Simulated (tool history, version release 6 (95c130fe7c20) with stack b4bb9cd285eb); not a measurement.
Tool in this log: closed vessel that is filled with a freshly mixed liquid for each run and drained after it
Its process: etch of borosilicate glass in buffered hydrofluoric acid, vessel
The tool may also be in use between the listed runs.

run	hour	temperature setpoint of the liquid (C)	parts of 40 % ammonium fluoride to one part of 49 % hydrofluoric acid (parts by volume)	time in the liquid (s)	thickness taken off the borosilicate glass on a monitor wafer (Å)
1	0.0	22.0	24.0	90	407.78
2	7.0	24.0	22.0	90	476.72
3	10.7	25.5	20.0	90	550.49
4	16.2	26.5	19.0	90	611.34
5	19.7	27.5	18.5	90	646.28
6	21.1	27.5	18.5	90	658.14

Run 7 has not been measured yet. What should we expect?
7	27.2	28.0	18.0	90	?

Run 7 yielded thickness taken off the borosilicate glass on a monitor wafer (Å) 672.77.
